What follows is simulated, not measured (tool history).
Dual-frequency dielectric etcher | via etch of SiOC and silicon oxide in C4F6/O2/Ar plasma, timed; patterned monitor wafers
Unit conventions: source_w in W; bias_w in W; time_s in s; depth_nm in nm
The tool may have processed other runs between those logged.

run	hour	source_w	bias_w	time_s	depth_nm
1	0.0	370	193	40.5	44.233
2	5.8	370	193	37.0	40.587
3	12.8	390	196	37.0	41.784
4	17.1	390	196	40.5	45.646
5	18.4	400	196	40.5	45.903
6	25.8	410	196	40.5	46.363
7	26.6	410	196	40.5	46.474

What will run 8 give?
8	29.0	430	197	40.5	?

For run 8 the tool returned depth_nm 47.326 nm.
